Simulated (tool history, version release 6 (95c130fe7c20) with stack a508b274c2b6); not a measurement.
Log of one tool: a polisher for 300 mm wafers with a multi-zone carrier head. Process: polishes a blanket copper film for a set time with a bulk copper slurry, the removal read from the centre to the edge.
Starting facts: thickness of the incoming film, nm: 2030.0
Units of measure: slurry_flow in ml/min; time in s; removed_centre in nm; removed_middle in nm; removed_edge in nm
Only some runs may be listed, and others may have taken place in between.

run,hour,slurry_flow,centre_zone,middle_zone,edge_zone,slurry_solids,time,removed_centre,removed_middle,removed_edge
1,0,285,1,1,1,1,62,579.83,568.8,563.92
2,0.9,290,1.02,0.99,1.03,1.1,63,617.78,587.99,587.29
3,4.3,290,1.03,0.97,1.05,1.15,64,624.22,592.87,622.11
4,6.5,250,1.03,0.97,1.05,1.15,64,626.94,587.82,608.2
5,9,250,1.06,0.97,1.05,1.15,64,641.04,574.45,607.58
6,16.1,250,1.06,0.97,1.05,1.25,64,656.37,593.13,624.38
7,24.5,260,1.08,0.97,1.07,1.3,64,670.6,590.37,626.23
8,32.8,260,1.09,0.97,1.08,1.35,65,688.31,618.63,655.55

Run 9, settings as shown, results not yet in. Your forecast:
9,36.1,265,1.11,0.96,1.09,1.4,66,?,?,?

{"run 9": {"removed_centre": 736.95, "removed_middle": 624.99, "removed_edge": 670.1}}
